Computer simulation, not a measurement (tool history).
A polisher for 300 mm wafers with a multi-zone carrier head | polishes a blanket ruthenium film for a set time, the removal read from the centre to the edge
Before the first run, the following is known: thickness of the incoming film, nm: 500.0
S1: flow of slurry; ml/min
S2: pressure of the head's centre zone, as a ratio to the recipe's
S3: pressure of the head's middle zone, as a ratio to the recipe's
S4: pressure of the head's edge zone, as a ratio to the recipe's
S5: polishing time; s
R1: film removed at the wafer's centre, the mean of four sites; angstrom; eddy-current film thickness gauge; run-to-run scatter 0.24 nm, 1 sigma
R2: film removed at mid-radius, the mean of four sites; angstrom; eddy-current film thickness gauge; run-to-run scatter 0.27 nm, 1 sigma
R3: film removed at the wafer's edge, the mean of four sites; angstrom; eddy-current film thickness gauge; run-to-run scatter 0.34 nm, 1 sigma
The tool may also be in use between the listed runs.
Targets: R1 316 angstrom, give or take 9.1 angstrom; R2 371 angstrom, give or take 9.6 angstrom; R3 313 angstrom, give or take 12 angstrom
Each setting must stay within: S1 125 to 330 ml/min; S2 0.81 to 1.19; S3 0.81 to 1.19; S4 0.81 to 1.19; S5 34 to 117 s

run,day,S1,S2,S3,S4,S5,R1,R2,R3
1,0,210,1,1,1,75,495.46,498.51,483.59
2,0.258,210,1,1,1.04,75,486.52,494.01,489.48
3,0.3,205,0.97,1.02,0.99,67,428.04,452.3,431.15
4,0.575,245,0.97,1.02,0.99,67,433.8,463.24,429.07
5,0.938,215,0.97,1.02,0.99,67,436.93,453.88,419.86
6,1.138,245,0.97,1.02,0.99,67,440.74,459.84,436.26
7,1.317,225,0.93,1.02,0.94,63,396.68,429.76,395.76
8,1.688,225,0.91,1.03,0.91,59,365.63,402.32,365.25
9,1.767,220,0.89,1.04,0.88,57,340.53,393.76,336.27
10,1.979,205,0.88,1.04,0.87,57,332.63,393.48,347.3
11,2.096,210,0.88,1.04,0.86,56,330.18,382.71,335.89
12,2.371,210,0.88,1.05,0.85,55,326.9,377.13,329.91
13,2.671,210,0.88,1.05,0.85,55,325.95,380.34,323.46
14,3.017,205,0.88,1.05,0.84,55,328.04,380.98,317.8

Of the 4 settings listed for the next run, only one would bring every result within its allowed miss of target. Which one?
A,3.362,210,0.89,1.17,0.81,49,?,?,?
B,3.362,145,0.91,1.09,0.83,56,?,?,?
C,3.362,215,0.88,0.97,0.83,56,?,?,?
D,3.362,195,0.97,1.19,0.81,49,?,?,?

move,R1,R2,R3
A,297.93,368.36,289.1
B,320.27,370.81,317.45
C,338.19,364.49,335.51
D,316.17,368.94,286.53
A: pushes the last run's worst result past its target
B: in spec on every target
C: the biggest miss grows against the last run
D: the worst result of the last run now meets its target, but another is out of spec
Correct choice: B, which meets every target

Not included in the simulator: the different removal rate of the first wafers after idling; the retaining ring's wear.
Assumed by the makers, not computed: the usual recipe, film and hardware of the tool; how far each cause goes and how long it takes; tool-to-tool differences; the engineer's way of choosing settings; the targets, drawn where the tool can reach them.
